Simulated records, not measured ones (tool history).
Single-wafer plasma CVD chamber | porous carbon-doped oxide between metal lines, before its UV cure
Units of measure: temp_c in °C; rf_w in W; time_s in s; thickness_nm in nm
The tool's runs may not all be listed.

Run 1, hour 0: temp_c 315 °C, rf_w 625 W, time_s 15 s. Result: thickness_nm 93.95 nm.
Run 2, hour 3.8: temp_c 315 °C, rf_w 555 W, time_s 15 s. Result: thickness_nm 84.745 nm.
Run 3, hour 12: temp_c 315 °C, rf_w 630 W, time_s 15 s. Result: thickness_nm 94.699 nm.
Run 4, hour 15.1: temp_c 309 °C, rf_w 630 W, time_s 15 s. Result: thickness_nm 97.997 nm.
Run 5, hour 23.7: temp_c 309 °C, rf_w 630 W, time_s 15 s. Result: thickness_nm 98.782 nm.
Run 6, hour 29.4: temp_c 304 °C, rf_w 630 W, time_s 15 s. Result: thickness_nm 101.11 nm.
Run 7, hour 32: temp_c 304 °C, rf_w 630 W, time_s 15 s. Result: thickness_nm 101.39 nm.

Run 8 has not been measured yet. What should we expect?
Run 8, hour 35.6: temp_c 309 °C, rf_w 630 W, time_s 15 s. Result: thickness_nm ?.

{"run 8": {"thickness_nm": 98.51}}

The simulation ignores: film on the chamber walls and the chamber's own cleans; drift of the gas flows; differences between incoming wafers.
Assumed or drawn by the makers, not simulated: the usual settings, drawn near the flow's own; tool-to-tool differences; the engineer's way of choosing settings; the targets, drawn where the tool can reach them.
